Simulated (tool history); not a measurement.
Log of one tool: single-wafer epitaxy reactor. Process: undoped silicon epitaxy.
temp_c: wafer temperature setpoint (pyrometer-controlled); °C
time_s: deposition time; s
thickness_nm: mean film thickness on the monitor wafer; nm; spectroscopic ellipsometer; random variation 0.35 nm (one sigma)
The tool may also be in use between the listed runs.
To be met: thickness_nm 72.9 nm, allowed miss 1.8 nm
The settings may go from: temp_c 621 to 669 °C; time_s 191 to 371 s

run 1 hour=0 | temp_c=645 time_s=281 | thickness_nm=43.588
run 2 hour=5.6 | temp_c=645 time_s=265 | thickness_nm=41.546
run 3 hour=12.8 | temp_c=645 time_s=303 | thickness_nm=47.261
run 4 hour=17.6 | temp_c=651 time_s=304 | thickness_nm=53.731
run 5 hour=23 | temp_c=655 time_s=305 | thickness_nm=58.521
run 6 hour=31 | temp_c=658 time_s=306 | thickness_nm=62.097
run 7 hour=34.8 | temp_c=660 time_s=306 | thickness_nm=64.426
run 8 hour=43.2 | temp_c=662 time_s=306 | thickness_nm=67.342
run 9 hour=48.1 | temp_c=663 time_s=306 | thickness_nm=68.794
run 10 hour=52.5 | temp_c=664 time_s=306 | thickness_nm=70.626

4 next moves are on the table. One of them brings every result within its allowed miss. Which?
run A hour=56.9 | temp_c=668 time_s=312 | thickness_nm=?
run B hour=56.9 | temp_c=661 time_s=318 | thickness_nm=?
run C hour=56.9 | temp_c=665 time_s=312 | thickness_nm=?
run D hour=56.9 | temp_c=657 time_s=349 | thickness_nm=?

move=A thickness_nm=77.288
move=B thickness_nm=68.547
move=C thickness_nm=72.834
move=D thickness_nm=69.422
A: takes the result that was furthest off past its target
B: further off than the last run
C: meets every target
D: further off than the last run
Move C is the one to make.
